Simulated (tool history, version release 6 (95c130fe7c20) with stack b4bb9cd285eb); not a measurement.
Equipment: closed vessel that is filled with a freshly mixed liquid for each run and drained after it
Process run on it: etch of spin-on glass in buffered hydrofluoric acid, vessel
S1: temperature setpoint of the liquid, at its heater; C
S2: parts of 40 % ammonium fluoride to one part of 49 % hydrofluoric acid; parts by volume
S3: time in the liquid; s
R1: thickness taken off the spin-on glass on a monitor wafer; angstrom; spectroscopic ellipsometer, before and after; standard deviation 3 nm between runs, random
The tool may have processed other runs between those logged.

run,hour,S1,S2,S3,R1
1,0.0,22.0,19,95,2898.4
2,8.6,22.0,23,95,2485.3
3,10.1,23.5,23,95,2760.1
4,13.6,23.5,23,95,2711.2
5,22.7,24.5,23,95,2886.3
6,29.7,25.0,23,95,2974.7
7,37.7,25.5,23,95,3018.3
8,38.8,26.0,23,95,3162.8
9,39.8,26.5,23,95,3190.0

Forecast run 10:
10,49.0,27.0,23,95,?

{"run 10": {"R1": 3274.7}}
